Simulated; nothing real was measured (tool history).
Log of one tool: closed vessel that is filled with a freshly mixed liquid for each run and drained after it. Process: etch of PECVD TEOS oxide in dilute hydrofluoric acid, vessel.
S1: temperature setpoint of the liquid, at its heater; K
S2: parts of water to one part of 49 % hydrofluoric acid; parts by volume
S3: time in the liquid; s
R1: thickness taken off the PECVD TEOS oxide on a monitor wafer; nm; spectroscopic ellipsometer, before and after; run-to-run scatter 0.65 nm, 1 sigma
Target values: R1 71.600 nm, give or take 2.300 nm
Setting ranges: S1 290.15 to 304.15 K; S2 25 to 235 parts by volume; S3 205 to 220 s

run  hour      S1   S2   S3      R1
  1   0.0  296.15  130  205  39.505
  2   5.1  296.15  160  205  31.057
  3  11.4  296.15  160  220  33.631
  4  12.8  296.15  160  220  33.362
  5  17.3  296.15  160  220  33.675
  6  20.1  296.15  160  205  31.115
  7  28.6  297.15  150  205  34.224
  8  36.0  298.15  140  205  39.258
  9  40.6  299.15  135  205  42.244
 10  44.5  299.65  130  205  45.046
 11  51.1  299.65  130  205  45.386
 12  55.3  300.15  125  205  47.211
 13  63.1  300.65  120  205  50.990
 14  67.8  304.15   95  205  75.774
 15  69.4  303.65   95  205  75.213

Consider the 5 candidate settings below. Which is the only one whose results all fall within their allowed miss of target?
  A  71.0  304.15  100  215   ?
  B  71.0  302.65   90  220   ?
  C  71.0  303.65  100  205   ?
  D  71.0  303.15   95  220   ?
  E  71.0  303.65   90  205   ?

move      R1
   A  76.176
   B  83.044
   C  71.293
   D  79.607
   E  80.365
A: misses by more than the last run did
B: misses by more than the last run did
C: in spec on every target
D: misses by more than the last run did
E: misses by more than the last run did
C is the move that brings every result within its allowed miss.
